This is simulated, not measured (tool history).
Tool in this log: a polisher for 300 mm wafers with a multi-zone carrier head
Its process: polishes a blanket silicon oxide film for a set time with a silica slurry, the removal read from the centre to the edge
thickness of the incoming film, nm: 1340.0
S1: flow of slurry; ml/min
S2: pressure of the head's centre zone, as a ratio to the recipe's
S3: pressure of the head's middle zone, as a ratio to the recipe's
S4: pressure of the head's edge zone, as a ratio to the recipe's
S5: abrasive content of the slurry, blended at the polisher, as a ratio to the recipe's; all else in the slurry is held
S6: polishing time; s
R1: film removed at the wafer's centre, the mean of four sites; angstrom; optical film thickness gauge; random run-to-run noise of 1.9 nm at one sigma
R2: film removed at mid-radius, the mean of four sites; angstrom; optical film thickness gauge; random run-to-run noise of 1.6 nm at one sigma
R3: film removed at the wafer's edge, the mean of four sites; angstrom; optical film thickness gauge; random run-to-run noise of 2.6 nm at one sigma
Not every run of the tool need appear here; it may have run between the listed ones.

run,hour,S1,S2,S3,S4,S5,S6,R1,R2,R3
1,0,240,1,1,1,1,57,2853.5,2629.8,2518.1
2,2.1,225,0.95,0.97,0.98,0.95,57,2710.6,2533.4,2528.1
3,6.3,225,0.92,0.97,0.98,0.85,57,2477.8,2393.1,2364.2
4,13.2,280,0.92,0.97,0.98,0.85,57,2575.3,2426.2,2460.1
5,17.3,260,0.89,0.96,0.97,0.8,57,2407.5,2339.4,2335.7
6,22.6,260,0.95,0.96,0.97,0.8,57,2560.9,2366.5,2300
7,29.8,245,0.91,0.96,0.97,0.8,57,2452,2329.6,2301.5
8,34.4,235,0.88,0.96,0.97,0.8,57,2389.8,2316.1,2302.4
9,35.8,225,0.86,0.96,0.98,0.8,57,2301.8,2277.8,2316.1
10,43,215,0.85,0.96,0.98,0.8,57,2231,2273.5,2353.9

Estimate the outcome of run 11 from the log above:
11,47.4,195,0.84,0.96,0.92,0.75,57,?,?,?

For run 11 the tool returned R1 2130.1 angstrom, R2 2185.2 angstrom, R3 2143.8 angstrom.
